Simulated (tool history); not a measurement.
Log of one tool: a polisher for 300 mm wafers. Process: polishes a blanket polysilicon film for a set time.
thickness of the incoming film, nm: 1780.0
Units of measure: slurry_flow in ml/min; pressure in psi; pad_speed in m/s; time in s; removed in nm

{"run": 1, "hour": 0.0, "slurry_flow": 170, "pressure": 2.9, "pad_speed": 1.1, "time": 43, "removed": 372.45}
{"run": 2, "hour": 2.6, "slurry_flow": 180, "pressure": 3.0, "pad_speed": 1.1, "time": 43, "removed": 387.24}
{"run": 3, "hour": 8.1, "slurry_flow": 180, "pressure": 3.0, "pad_speed": 0.88, "time": 43, "removed": 317.42}
{"run": 4, "hour": 11.3, "slurry_flow": 205, "pressure": 3.0, "pad_speed": 0.88, "time": 43, "removed": 313.14}
{"run": 5, "hour": 13.7, "slurry_flow": 205, "pressure": 3.3, "pad_speed": 0.88, "time": 43, "removed": 341.68}
{"run": 6, "hour": 16.1, "slurry_flow": 205, "pressure": 3.5, "pad_speed": 0.88, "time": 43, "removed": 369.89}
{"run": 7, "hour": 22.2, "slurry_flow": 205, "pressure": 3.5, "pad_speed": 0.88, "time": 43, "removed": 361.86}

Run 8 comes next. What will it give?
{"run": 8, "hour": 23.6, "slurry_flow": 205, "pressure": 3.7, "pad_speed": 0.88, "time": 43, "removed": "?"}

removed: 381.02 nm

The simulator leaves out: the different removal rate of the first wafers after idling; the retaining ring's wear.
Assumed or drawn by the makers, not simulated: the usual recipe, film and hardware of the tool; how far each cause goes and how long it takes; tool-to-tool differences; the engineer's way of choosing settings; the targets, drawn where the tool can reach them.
